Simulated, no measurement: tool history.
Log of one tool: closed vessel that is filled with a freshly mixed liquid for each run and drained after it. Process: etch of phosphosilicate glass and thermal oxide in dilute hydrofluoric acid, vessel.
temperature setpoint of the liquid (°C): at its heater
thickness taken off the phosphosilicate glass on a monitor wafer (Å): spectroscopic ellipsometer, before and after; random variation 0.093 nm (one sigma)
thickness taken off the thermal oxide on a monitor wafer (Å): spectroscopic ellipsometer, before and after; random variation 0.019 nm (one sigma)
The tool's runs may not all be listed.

| run | hour | temperature setpoint of the liquid (°C) | parts of water to one part of 49 % hydrofluoric acid (parts by volume) | time in the liquid (s) | thickness taken off the phosphosilicate glass on a monitor wafer (Å) | thickness taken off the thermal oxide on a monitor wafer (Å) |
|---|---|---|---|---|---|---|
| 1 | 0 | 26 | 225 | 60 | 147.6 | 9.6318 |
| 2 | 8 | 23 | 225 | 60 | 131.25 | 9.067 |
| 3 | 16 | 21 | 225 | 60 | 120.44 | 8.3135 |
| 4 | 17.5 | 21 | 255 | 60 | 104.56 | 7.0511 |
| 5 | 22.1 | 21.5 | 255 | 60 | 103.76 | 6.9559 |
| 6 | 29.9 | 18 | 255 | 60 | 91.955 | 6.2383 |
| 7 | 33.4 | 19.5 | 255 | 60 | 97.563 | 6.8493 |
| 8 | 34.2 | 20.5 | 255 | 60 | 100.1 | 6.9238 |

Run 9 comes next. What will it give?
| 9 | 34.7 | 21.5 | 255 | 60 | ? | ? |

{"run 9": {"thickness taken off the phosphosilicate glass on a monitor wafer (Å)": 105.89, "thickness taken off the thermal oxide on a monitor wafer (Å)": 7.0265}}
